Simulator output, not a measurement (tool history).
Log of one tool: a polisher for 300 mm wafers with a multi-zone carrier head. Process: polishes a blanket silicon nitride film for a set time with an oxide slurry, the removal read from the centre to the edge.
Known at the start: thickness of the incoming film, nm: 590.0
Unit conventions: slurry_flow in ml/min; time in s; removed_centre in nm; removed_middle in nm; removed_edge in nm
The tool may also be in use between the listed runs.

run  hour  slurry_flow  centre_zone  middle_zone  edge_zone  slurry_solids  time  removed_centre  removed_middle  removed_edge
  1   0.0          130         1.00         1.00       1.00           1.00    87          58.057          57.653        57.845
  2   0.7          130         1.00         1.00       0.93           1.00    87          58.219          57.217        56.227
  3   2.1          130         0.96         1.00       0.93           1.00    87          56.611          56.814        55.989
  4  10.8          125         0.93         1.01       0.96           1.00    87          55.185          56.037        56.299
  5  19.0          120         0.90         1.04       1.00           0.95    87          51.337          55.553        55.496
  6  25.3          120         0.90         1.04       1.00           0.95    76          44.895          48.680        48.289
  7  28.3          130         0.88         1.05       1.04           0.95    76          44.302          49.529        50.099

What will run 8 give?
  8  35.5          140         0.87         1.06       1.05           0.95    76               ?               ?             ?

removed_centre: 46.021 nm
removed_middle: 51.034 nm
removed_edge: 50.112 nm
